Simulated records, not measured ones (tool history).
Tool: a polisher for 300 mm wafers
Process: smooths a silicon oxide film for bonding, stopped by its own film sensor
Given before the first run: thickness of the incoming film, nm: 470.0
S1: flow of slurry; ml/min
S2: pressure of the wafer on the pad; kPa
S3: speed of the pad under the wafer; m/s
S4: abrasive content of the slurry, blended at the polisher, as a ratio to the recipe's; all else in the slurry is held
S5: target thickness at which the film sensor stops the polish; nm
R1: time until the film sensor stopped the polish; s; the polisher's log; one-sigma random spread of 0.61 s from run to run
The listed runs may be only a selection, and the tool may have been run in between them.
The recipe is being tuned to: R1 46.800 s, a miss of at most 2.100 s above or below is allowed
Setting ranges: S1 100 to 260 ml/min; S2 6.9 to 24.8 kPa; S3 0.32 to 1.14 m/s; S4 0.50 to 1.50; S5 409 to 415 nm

run,hour,S1,S2,S3,S4,S5,R1
1,0.0,165,15.9,0.72,1.00,409,103.300
2,6.2,165,15.9,0.72,1.05,409,102.700
3,8.7,165,15.9,0.72,1.05,415,91.336
4,11.2,165,13.8,0.72,1.05,415,104.220
5,16.8,165,13.8,0.72,1.20,415,99.446
6,24.1,165,13.8,0.88,1.20,415,85.889
7,28.3,165,14.5,0.88,1.20,415,80.337
8,31.2,175,18.6,0.92,1.20,415,59.058
9,37.3,180,20.7,0.92,1.20,415,54.265
10,40.3,180,22.1,0.92,1.20,415,50.745

4 next moves are on the table. One of them brings every result within its allowed miss. Which?
A,43.3,165,23.4,0.98,1.15,415,?
B,43.3,180,22.8,1.04,1.35,415,?
C,43.3,170,21.4,1.00,1.25,411,?
D,43.3,190,20.7,1.02,1.05,412,?

move,R1
A,47.393
B,43.082
C,52.678
D,55.774
A: all results in spec
B: moves the result that the last run missed by most past its target, out the other side
C: lands further from the targets than the last run did
D: lands further from the targets than the last run did
Answer: A

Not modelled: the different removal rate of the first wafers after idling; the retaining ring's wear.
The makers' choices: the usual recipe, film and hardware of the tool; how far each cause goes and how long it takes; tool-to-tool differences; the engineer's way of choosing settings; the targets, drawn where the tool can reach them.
